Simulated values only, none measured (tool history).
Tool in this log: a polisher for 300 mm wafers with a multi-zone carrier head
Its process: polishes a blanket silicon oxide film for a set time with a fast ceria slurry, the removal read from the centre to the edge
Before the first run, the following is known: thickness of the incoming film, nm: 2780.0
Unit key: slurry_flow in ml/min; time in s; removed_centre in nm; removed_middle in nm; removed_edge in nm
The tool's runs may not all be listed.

run  hour  slurry_flow  centre_zone  middle_zone  edge_zone  time  removed_centre  removed_middle  removed_edge
  1     0          195            1            1          1    35          353.48          347.06        352.98
  2     3          155            1            1          1    35          342.01          332.32        343.73
  3   8.1          155            1         0.92          1    35          335.91          312.63        340.56
  4  15.1          155            1         0.92          1    42          405.09          381.51        407.02
  5  22.7          155            1         0.92          1    34          330.19          302.68        331.54
  6  31.6          200            1         0.92          1    34          342.84          317.28         338.9
  7  36.8          195         0.91         0.98        0.9    24          221.55          237.26        227.71
  8    39          195         0.91         0.98        0.9    24          224.15          236.79        231.02
  9  45.5          195         0.91         0.98       0.89    23          214.48          226.62        220.22
 10    48          195         0.91         0.98       0.88    23          216.55          225.63        217.66
 11    50          190         0.91         0.98       0.87    23          210.99          226.09        216.91
 12  51.8          190         0.91         0.98       0.86    23          212.49             228        217.11

Estimate the outcome of run 13 from the log above:
 13  56.6          195         0.91         0.98       0.86    22               ?               ?             ?

Run 13 gave removed_centre 205.18 nm, removed_middle 216.21 nm, removed_edge 204.1 nm.
